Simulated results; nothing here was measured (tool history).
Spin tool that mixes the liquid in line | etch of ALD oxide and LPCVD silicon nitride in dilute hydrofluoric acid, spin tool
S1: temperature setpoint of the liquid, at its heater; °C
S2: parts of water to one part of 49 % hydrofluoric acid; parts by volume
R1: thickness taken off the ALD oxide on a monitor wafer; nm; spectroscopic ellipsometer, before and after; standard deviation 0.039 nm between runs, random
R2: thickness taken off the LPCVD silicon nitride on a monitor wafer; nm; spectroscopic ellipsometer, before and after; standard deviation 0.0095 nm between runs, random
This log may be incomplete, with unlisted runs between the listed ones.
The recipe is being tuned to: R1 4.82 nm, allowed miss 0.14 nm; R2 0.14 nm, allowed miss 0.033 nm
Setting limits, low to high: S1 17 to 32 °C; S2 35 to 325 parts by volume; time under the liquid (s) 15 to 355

Run 1, hour 0: S1 24 °C, S2 180 parts by volume, time under the liquid (s) 180. Result: R1 16.975 nm, R2 0.52753 nm.
Run 2, hour 8.3: S1 23 °C, S2 200 parts by volume, time under the liquid (s) 180. Result: R1 14.396 nm, R2 0.38576 nm.
Run 3, hour 17: S1 25 °C, S2 200 parts by volume, time under the liquid (s) 180. Result: R1 15.692 nm, R2 0.40843 nm.
Run 4, hour 20.9: S1 26.5 °C, S2 200 parts by volume, time under the liquid (s) 180. Result: R1 16.263 nm, R2 0.49977 nm.
Run 5, hour 22.5: S1 26 °C, S2 220 parts by volume, time under the liquid (s) 170. Result: R1 13.522 nm, R2 0.40878 nm.
Run 6, hour 24.1: S1 25 °C, S2 235 parts by volume, time under the liquid (s) 165. Result: R1 11.532 nm, R2 0.34615 nm.
Run 7, hour 28.6: S1 21 °C, S2 305 parts by volume, time under the liquid (s) 155. Result: R1 6.8545 nm, R2 0.1893 nm.
Run 8, hour 30.6: S1 21 °C, S2 325 parts by volume, time under the liquid (s) 105. Result: R1 4.3235 nm, R2 0.10389 nm.

Next run, 4 choices. One meets every target within its allowed miss, the rest don't. Which?
Run A, hour 32.6: S1 20 °C, S2 225 parts by volume, time under the liquid (s) 65. Result: R1 ?, R2 ?.
Run B, hour 32.6: S1 19.5 °C, S2 275 parts by volume, time under the liquid (s) 85. Result: R1 ?, R2 ?.
Run C, hour 32.6: S1 22 °C, S2 325 parts by volume, time under the liquid (s) 115. Result: R1 ?, R2 ?.
Run D, hour 32.6: S1 17 °C, S2 230 parts by volume, time under the liquid (s) 75. Result: R1 ?, R2 ?.

move      R1       R2
   A  4.0762   0.1093
   B  4.0857  0.11396
   C  4.8929  0.15348
   D  4.0784  0.10132
A: misses by more than the last run did
B: misses by more than the last run did
C: meets every target
D: misses by more than the last run did
Move C is the one to make.
